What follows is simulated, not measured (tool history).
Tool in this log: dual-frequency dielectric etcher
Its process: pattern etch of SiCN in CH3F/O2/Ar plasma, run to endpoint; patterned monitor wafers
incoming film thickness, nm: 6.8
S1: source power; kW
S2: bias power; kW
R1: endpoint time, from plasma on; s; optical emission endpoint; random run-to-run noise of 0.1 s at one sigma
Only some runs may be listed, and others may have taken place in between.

run	hour	S1	S2	R1
1	0.0	0.460	0.101	17.201
2	4.1	0.530	0.101	15.865
3	9.8	0.490	0.100	16.830
4	16.1	0.520	0.100	16.149
5	21.9	0.480	0.099	17.223
6	24.9	0.460	0.099	17.294

Run 7 comes next. What will it give?
7	30.9	0.360	0.090	?

{"run 7": {"R1": 21.341}}
